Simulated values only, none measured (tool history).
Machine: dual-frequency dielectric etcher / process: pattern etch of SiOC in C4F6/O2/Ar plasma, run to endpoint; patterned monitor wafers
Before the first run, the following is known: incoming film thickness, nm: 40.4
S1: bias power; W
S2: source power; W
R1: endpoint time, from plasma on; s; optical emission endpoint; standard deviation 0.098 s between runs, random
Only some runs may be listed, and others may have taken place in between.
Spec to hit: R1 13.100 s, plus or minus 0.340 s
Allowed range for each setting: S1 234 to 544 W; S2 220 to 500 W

| run | hour | S1 | S2 | R1 |
|---|---|---|---|---|
| 1 | 0.0 | 389 | 360 | 14.925 |
| 2 | 5.1 | 345 | 360 | 15.230 |
| 3 | 7.5 | 345 | 310 | 16.855 |
| 4 | 10.9 | 345 | 290 | 17.809 |
| 5 | 14.7 | 380 | 320 | 16.165 |
| 6 | 16.3 | 409 | 340 | 15.084 |
| 7 | 20.4 | 487 | 360 | 14.305 |
| 8 | 22.7 | 494 | 370 | 13.809 |
| 9 | 28.4 | 501 | 380 | 13.690 |

Which single option among these 5 for the next run brings every result within its allowed miss of target? Just one does.
| A | 34.1 | 504 | 410 | ? |
| B | 34.1 | 496 | 370 | ? |
| C | 34.1 | 420 | 350 | ? |
| D | 34.1 | 510 | 360 | ? |
| E | 34.1 | 498 | 370 | ? |

| move | R1 |
|---|---|
| A | 13.083 |
| B | 13.922 |
| C | 14.963 |
| D | 14.052 |
| E | 13.909 |
A: every result within its allowed miss
B: lands further from the targets than the last run did
C: lands further from the targets than the last run did
D: lands further from the targets than the last run did
E: lands further from the targets than the last run did
Move A is the one to make.

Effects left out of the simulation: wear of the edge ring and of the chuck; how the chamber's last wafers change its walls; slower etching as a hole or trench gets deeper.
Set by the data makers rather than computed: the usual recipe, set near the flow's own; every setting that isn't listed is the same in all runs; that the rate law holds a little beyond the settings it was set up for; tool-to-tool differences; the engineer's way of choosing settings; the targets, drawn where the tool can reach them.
